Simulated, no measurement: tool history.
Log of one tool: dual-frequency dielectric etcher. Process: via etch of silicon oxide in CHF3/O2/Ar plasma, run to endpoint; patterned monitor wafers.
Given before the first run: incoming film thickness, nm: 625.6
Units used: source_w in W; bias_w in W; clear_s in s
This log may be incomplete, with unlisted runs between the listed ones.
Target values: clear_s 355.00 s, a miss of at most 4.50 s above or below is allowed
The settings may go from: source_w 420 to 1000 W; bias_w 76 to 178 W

{"run": 1, "day": 0.0, "source_w": 710, "bias_w": 127, "clear_s": 329.28}
{"run": 2, "day": 0.367, "source_w": 670, "bias_w": 126, "clear_s": 342.44}
{"run": 3, "day": 0.662, "source_w": 650, "bias_w": 126, "clear_s": 349.49}
{"run": 4, "day": 0.871, "source_w": 590, "bias_w": 126, "clear_s": 367.3}
{"run": 5, "day": 1.233, "source_w": 510, "bias_w": 126, "clear_s": 405.7}
{"run": 6, "day": 1.267, "source_w": 510, "bias_w": 117, "clear_s": 410.94}
{"day": 1.55, "done": "source power generator calibrated"}
{"run": 7, "day": 1.55, "source_w": 560, "bias_w": 117, "clear_s": 393.72}
{"run": 8, "day": 1.788, "source_w": 590, "bias_w": 117, "clear_s": 379.41}
{"run": 9, "day": 2.142, "source_w": 610, "bias_w": 117, "clear_s": 374.89}
{"run": 10, "day": 2.5, "source_w": 630, "bias_w": 117, "clear_s": 366.23}
{"run": 11, "day": 2.562, "source_w": 640, "bias_w": 117, "clear_s": 361.01}
{"run": 12, "day": 2.829, "source_w": 650, "bias_w": 117, "clear_s": 360.58}

Which of these 5 next moves meets every target?
{"run": "A", "day": 3.096, "source_w": 650, "bias_w": 121, "clear_s": "?"}
{"run": "B", "day": 3.096, "source_w": 630, "bias_w": 116, "clear_s": "?"}
{"run": "C", "day": 3.096, "source_w": 650, "bias_w": 109, "clear_s": "?"}
{"run": "D", "day": 3.096, "source_w": 610, "bias_w": 128, "clear_s": "?"}
{"run": "E", "day": 3.096, "source_w": 640, "bias_w": 111, "clear_s": "?"}

move=A clear_s=355.38
move=B clear_s=365.95
move=C clear_s=365.31
move=D clear_s=363.10
move=E clear_s=366.86
A: in spec on every target
B: its largest miss is bigger than the last run's
C: its largest miss is bigger than the last run's
D: its largest miss is bigger than the last run's
E: its largest miss is bigger than the last run's
So the answer is move A, the one that meets all the targets.
